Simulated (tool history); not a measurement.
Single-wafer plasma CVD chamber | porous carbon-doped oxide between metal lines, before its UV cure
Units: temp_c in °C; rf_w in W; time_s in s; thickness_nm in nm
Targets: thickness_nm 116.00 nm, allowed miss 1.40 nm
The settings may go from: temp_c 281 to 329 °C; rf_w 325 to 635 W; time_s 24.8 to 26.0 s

Run 1, hour 0.0: temp_c 305 °C, rf_w 480 W, time_s 26.0 s. Result: thickness_nm 127.60 nm.
Run 2, hour 6.5: temp_c 299 °C, rf_w 480 W, time_s 26.0 s. Result: thickness_nm 133.26 nm.
Run 3, hour 9.7: temp_c 305 °C, rf_w 480 W, time_s 26.0 s. Result: thickness_nm 128.14 nm.
Run 4, hour 14.0: temp_c 305 °C, rf_w 480 W, time_s 26.0 s. Result: thickness_nm 127.58 nm.
Run 5, hour 17.8: temp_c 309 °C, rf_w 480 W, time_s 26.0 s. Result: thickness_nm 124.78 nm.
Run 6, hour 24.6: temp_c 309 °C, rf_w 480 W, time_s 26.0 s. Result: thickness_nm 125.21 nm.
Run 7, hour 32.0: temp_c 312 °C, rf_w 480 W, time_s 26.0 s. Result: thickness_nm 123.03 nm.
Run 8, hour 36.6: temp_c 315 °C, rf_w 480 W, time_s 26.0 s. Result: thickness_nm 121.06 nm.
Run 9, hour 45.1: temp_c 317 °C, rf_w 480 W, time_s 26.0 s. Result: thickness_nm 119.65 nm.
Run 10, hour 46.5: temp_c 317 °C, rf_w 480 W, time_s 26.0 s. Result: thickness_nm 118.45 nm.
Run 11, hour 55.1: temp_c 318 °C, rf_w 480 W, time_s 26.0 s. Result: thickness_nm 118.18 nm.

Which of these 4 next moves meets every target?
Run A, hour 63.7: temp_c 328 °C, rf_w 495 W, time_s 25.6 s. Result: thickness_nm ?.
Run B, hour 63.7: temp_c 319 °C, rf_w 455 W, time_s 26.0 s. Result: thickness_nm ?.
Run C, hour 63.7: temp_c 309 °C, rf_w 460 W, time_s 24.9 s. Result: thickness_nm ?.
Run D, hour 63.7: temp_c 321 °C, rf_w 490 W, time_s 25.0 s. Result: thickness_nm ?.

move  thickness_nm
   A        113.30
   B        112.60
   C        115.75
   D        114.12
A: takes the result that was furthest off past its target
B: takes the result that was furthest off past its target
C: meets every target
D: takes the result that was furthest off past its target
Move C is the one to make.
